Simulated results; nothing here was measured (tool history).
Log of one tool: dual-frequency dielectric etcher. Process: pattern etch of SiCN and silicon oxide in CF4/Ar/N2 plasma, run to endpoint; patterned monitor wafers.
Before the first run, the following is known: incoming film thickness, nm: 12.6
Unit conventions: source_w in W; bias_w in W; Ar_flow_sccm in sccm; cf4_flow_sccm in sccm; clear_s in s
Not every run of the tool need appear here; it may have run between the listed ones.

run  hour  source_w  bias_w  Ar_flow_sccm  cf4_flow_sccm  clear_s
  1   0.0       570      81            78             45  10.7970
  2   5.6       570      81            78             41  11.0720
  3   7.7       570      81            78             45  10.8630
  4   9.0       570      81            66             45  10.7890
  5  11.2       570      81            66             37  11.1500
  6  16.3       570      76            66             37  11.4740
  7  17.7       610      77            66             37  10.6350
  8  20.9       640      77            66             37  10.2310
  9  27.3       660      77            66             37   9.9277
 10  34.8       670      77            66             37   9.7660
 11  42.9       680      77            66             37   9.6556

Run 12 is up next; what results do you expect?
 12  50.5       690      77            66             37        ?

Logged for run 12: clear_s 9.6015 s.
